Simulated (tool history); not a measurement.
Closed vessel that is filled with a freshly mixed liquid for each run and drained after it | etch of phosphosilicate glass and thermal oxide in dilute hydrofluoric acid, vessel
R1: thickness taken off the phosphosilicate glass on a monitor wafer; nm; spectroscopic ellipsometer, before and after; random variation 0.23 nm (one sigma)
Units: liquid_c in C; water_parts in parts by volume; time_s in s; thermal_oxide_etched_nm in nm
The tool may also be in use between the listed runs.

Run 1, hour 0: liquid_c 26 C, water_parts 105 parts by volume, time_s 60 s. Result: R1 50.733 nm, thermal_oxide_etched_nm 2.9006 nm.
Run 2, hour 5.8: liquid_c 26 C, water_parts 105 parts by volume, time_s 70 s. Result: R1 59.256 nm, thermal_oxide_etched_nm 3.3147 nm.
Run 3, hour 13: liquid_c 25 C, water_parts 110 parts by volume, time_s 70 s. Result: R1 53.499 nm, thermal_oxide_etched_nm 3.0555 nm.
Run 4, hour 20: liquid_c 24 C, water_parts 115 parts by volume, time_s 70 s. Result: R1 49.45 nm, thermal_oxide_etched_nm 2.7821 nm.
Run 5, hour 25.6: liquid_c 24 C, water_parts 140 parts by volume, time_s 70 s. Result: R1 39.389 nm, thermal_oxide_etched_nm 2.2321 nm.
Run 6, hour 29.5: liquid_c 23 C, water_parts 140 parts by volume, time_s 70 s. Result: R1 37.718 nm, thermal_oxide_etched_nm 2.1311 nm.

Run 7 comes next. What will it give?
Run 7, hour 32.9: liquid_c 23 C, water_parts 140 parts by volume, time_s 70 s. Result: R1 ?, thermal_oxide_etched_nm ?.

R1: 38.026 nm
thermal_oxide_etched_nm: 2.1303 nm

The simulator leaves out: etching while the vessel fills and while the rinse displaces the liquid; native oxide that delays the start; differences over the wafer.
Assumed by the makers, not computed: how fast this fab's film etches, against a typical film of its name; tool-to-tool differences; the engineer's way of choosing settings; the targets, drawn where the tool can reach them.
